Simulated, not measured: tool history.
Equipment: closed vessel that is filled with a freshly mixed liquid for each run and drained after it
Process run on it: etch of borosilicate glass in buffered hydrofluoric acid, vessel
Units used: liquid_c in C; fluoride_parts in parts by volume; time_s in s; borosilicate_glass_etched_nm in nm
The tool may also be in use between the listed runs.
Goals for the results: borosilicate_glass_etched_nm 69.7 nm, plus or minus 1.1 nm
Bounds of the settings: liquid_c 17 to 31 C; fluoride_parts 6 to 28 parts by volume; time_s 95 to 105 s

{"run": 1, "hour": 0.0, "liquid_c": 23, "fluoride_parts": 17, "time_s": 95, "borosilicate_glass_etched_nm": 64.855}
{"run": 2, "hour": 8.2, "liquid_c": 23.5, "fluoride_parts": 17, "time_s": 95, "borosilicate_glass_etched_nm": 65.703}
{"run": 3, "hour": 10.0, "liquid_c": 23.5, "fluoride_parts": 17, "time_s": 105, "borosilicate_glass_etched_nm": 72.862}
{"run": 4, "hour": 13.1, "liquid_c": 23.5, "fluoride_parts": 12, "time_s": 105, "borosilicate_glass_etched_nm": 103.14}
{"run": 5, "hour": 14.6, "liquid_c": 23.5, "fluoride_parts": 12, "time_s": 105, "borosilicate_glass_etched_nm": 103.77}
{"run": 6, "hour": 20.9, "liquid_c": 21.5, "fluoride_parts": 12.5, "time_s": 105, "borosilicate_glass_etched_nm": 89.269}
{"run": 7, "hour": 22.9, "liquid_c": 20, "fluoride_parts": 12.5, "time_s": 105, "borosilicate_glass_etched_nm": 82.173}
{"run": 8, "hour": 23.8, "liquid_c": 19, "fluoride_parts": 12.5, "time_s": 105, "borosilicate_glass_etched_nm": 77.743}
{"run": 9, "hour": 28.3, "liquid_c": 18.5, "fluoride_parts": 12.5, "time_s": 105, "borosilicate_glass_etched_nm": 75.272}

Which of these 5 next moves meets every target?
{"run": "A", "hour": 32.8, "liquid_c": 21.5, "fluoride_parts": 12, "time_s": 95, "borosilicate_glass_etched_nm": "?"}
{"run": "B", "hour": 32.8, "liquid_c": 19.5, "fluoride_parts": 12.5, "time_s": 105, "borosilicate_glass_etched_nm": "?"}
{"run": "C", "hour": 32.8, "liquid_c": 18, "fluoride_parts": 12.5, "time_s": 100, "borosilicate_glass_etched_nm": "?"}
{"run": "D", "hour": 32.8, "liquid_c": 19, "fluoride_parts": 11.5, "time_s": 105, "borosilicate_glass_etched_nm": "?"}
{"run": "E", "hour": 32.8, "liquid_c": 18.5, "fluoride_parts": 10.5, "time_s": 95, "borosilicate_glass_etched_nm": "?"}

move=A borosilicate_glass_etched_nm=83.835
move=B borosilicate_glass_etched_nm=79.771
move=C borosilicate_glass_etched_nm=69.927
move=D borosilicate_glass_etched_nm=84.281
move=E borosilicate_glass_etched_nm=81.166
A: misses by more than the last run did
B: misses by more than the last run did
C: every result within its allowed miss
D: misses by more than the last run did
E: misses by more than the last run did
So the answer is move C, the one that meets all the targets.
